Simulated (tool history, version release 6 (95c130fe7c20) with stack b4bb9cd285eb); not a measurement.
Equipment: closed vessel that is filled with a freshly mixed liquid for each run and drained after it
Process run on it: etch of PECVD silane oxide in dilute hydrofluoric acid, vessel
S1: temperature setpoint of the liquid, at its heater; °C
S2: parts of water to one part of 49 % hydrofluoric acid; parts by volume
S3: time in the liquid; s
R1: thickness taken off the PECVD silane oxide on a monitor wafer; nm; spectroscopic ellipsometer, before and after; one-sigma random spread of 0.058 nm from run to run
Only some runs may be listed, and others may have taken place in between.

Run 1, hour 0.0: S1 25.0 °C, S2 115 parts by volume, S3 105 s. Result: R1 14.411 nm.
Run 2, hour 1.0: S1 22.0 °C, S2 115 parts by volume, S3 105 s. Result: R1 12.855 nm.
Run 3, hour 4.0: S1 22.0 °C, S2 75 parts by volume, S3 105 s. Result: R1 20.713 nm.
Run 4, hour 8.5: S1 21.0 °C, S2 75 parts by volume, S3 105 s. Result: R1 19.767 nm.
Run 5, hour 14.0: S1 20.5 °C, S2 75 parts by volume, S3 105 s. Result: R1 19.409 nm.
Run 6, hour 16.2: S1 20.5 °C, S2 45 parts by volume, S3 105 s. Result: R1 33.612 nm.
Run 7, hour 21.0: S1 20.5 °C, S2 45 parts by volume, S3 105 s. Result: R1 33.523 nm.
Run 8, hour 28.5: S1 20.0 °C, S2 50 parts by volume, S3 105 s. Result: R1 29.348 nm.
Run 9, hour 35.6: S1 19.5 °C, S2 55 parts by volume, S3 105 s. Result: R1 26.078 nm.
Run 10, hour 38.6: S1 19.0 °C, S2 60 parts by volume, S3 105 s. Result: R1 23.228 nm.
Run 11, hour 47.0: S1 17.0 °C, S2 85 parts by volume, S3 105 s. Result: R1 14.731 nm.
Run 12, hour 49.3: S1 17.5 °C, S2 85 parts by volume, S3 105 s. Result: R1 14.982 nm.
Run 13, hour 57.5: S1 18.0 °C, S2 85 parts by volume, S3 105 s. Result: R1 15.251 nm.

Run 14 is up next; what results do you expect?
Run 14, hour 61.7: S1 18.5 °C, S2 85 parts by volume, S3 105 s. Result: R1 ?.

Run 14 gave R1 15.586 nm.
